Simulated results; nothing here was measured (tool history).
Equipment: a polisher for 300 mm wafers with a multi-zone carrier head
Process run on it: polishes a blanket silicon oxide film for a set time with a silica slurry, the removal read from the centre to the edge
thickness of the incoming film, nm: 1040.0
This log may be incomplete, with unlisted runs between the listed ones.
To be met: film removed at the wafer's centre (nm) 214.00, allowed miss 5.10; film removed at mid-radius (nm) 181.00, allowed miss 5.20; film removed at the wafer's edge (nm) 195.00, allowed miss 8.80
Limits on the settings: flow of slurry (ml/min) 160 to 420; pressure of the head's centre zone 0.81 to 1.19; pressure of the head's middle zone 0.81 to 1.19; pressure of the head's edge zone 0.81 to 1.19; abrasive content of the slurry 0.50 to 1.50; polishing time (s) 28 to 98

| run | hour | flow of slurry (ml/min) | pressure of the head's centre zone | pressure of the head's middle zone | pressure of the head's edge zone | abrasive content of the slurry | polishing time (s) | film removed at the wafer's centre (nm) | film removed at mid-radius (nm) | film removed at the wafer's edge (nm) |
|---|---|---|---|---|---|---|---|---|---|---|
| 1 | 0.0 | 270 | 1.00 | 1.00 | 1.00 | 1.00 | 63 | 252.49 | 247.32 | 244.00 |
| 2 | 3.3 | 265 | 1.00 | 0.97 | 0.97 | 0.95 | 63 | 249.07 | 233.64 | 241.16 |
| 3 | 5.1 | 270 | 1.01 | 0.97 | 0.95 | 0.85 | 63 | 241.24 | 226.37 | 228.80 |
| 4 | 6.1 | 215 | 1.01 | 0.97 | 0.95 | 0.85 | 63 | 233.38 | 225.58 | 220.15 |
| 5 | 11.0 | 215 | 1.01 | 0.95 | 0.94 | 0.80 | 63 | 226.58 | 213.22 | 218.37 |
| 6 | 18.3 | 210 | 1.02 | 0.94 | 0.92 | 0.75 | 63 | 222.63 | 202.84 | 210.56 |
| 7 | 21.2 | 205 | 1.02 | 0.93 | 0.90 | 0.75 | 63 | 217.53 | 202.01 | 201.21 |
| 8 | 24.2 | 200 | 1.02 | 0.91 | 0.90 | 0.75 | 63 | 219.07 | 197.01 | 205.08 |
| 9 | 26.9 | 195 | 1.02 | 0.90 | 0.89 | 0.75 | 63 | 218.76 | 194.17 | 205.99 |
| 10 | 32.6 | 195 | 1.02 | 0.89 | 0.88 | 0.75 | 63 | 220.85 | 192.61 | 202.38 |
|  | 41.3 | worn pad replaced by a new one |
| 11 | 41.3 | 190 | 1.02 | 0.88 | 0.87 | 0.75 | 63 | 238.57 | 208.32 | 222.14 |
| 12 | 42.4 | 265 | 1.05 | 0.91 | 0.97 | 0.75 | 63 | 257.39 | 223.54 | 238.06 |
| 13 | 50.9 | 245 | 1.01 | 0.82 | 0.87 | 0.50 | 62 | 206.16 | 169.39 | 187.71 |

Which of these 4 next moves meets every target?
| A | 59.4 | 275 | 0.90 | 0.83 | 0.89 | 0.55 | 66 | ? | ? | ? |
| B | 59.4 | 295 | 1.03 | 0.86 | 0.92 | 0.50 | 62 | ? | ? | ? |
| C | 59.4 | 275 | 0.96 | 0.81 | 1.00 | 0.50 | 66 | ? | ? | ? |
| D | 59.4 | 245 | 1.04 | 0.82 | 0.87 | 0.50 | 65 | ? | ? | ? |

| move | film removed at the wafer's centre (nm) | film removed at mid-radius (nm) | film removed at the wafer's edge (nm) |
|---|---|---|---|
| A | 203.82 | 192.39 | 207.31 |
| B | 213.41 | 180.70 | 191.72 |
| C | 209.73 | 181.77 | 211.20 |
| D | 220.39 | 178.21 | 192.78 |
A: carries the result that was furthest off beyond its target, to the other side
B: hits every target within its allowed miss
C: the furthest-off result lands on target, but another misses its tolerance
D: the furthest-off result lands on target, but another misses its tolerance
B meets every target.

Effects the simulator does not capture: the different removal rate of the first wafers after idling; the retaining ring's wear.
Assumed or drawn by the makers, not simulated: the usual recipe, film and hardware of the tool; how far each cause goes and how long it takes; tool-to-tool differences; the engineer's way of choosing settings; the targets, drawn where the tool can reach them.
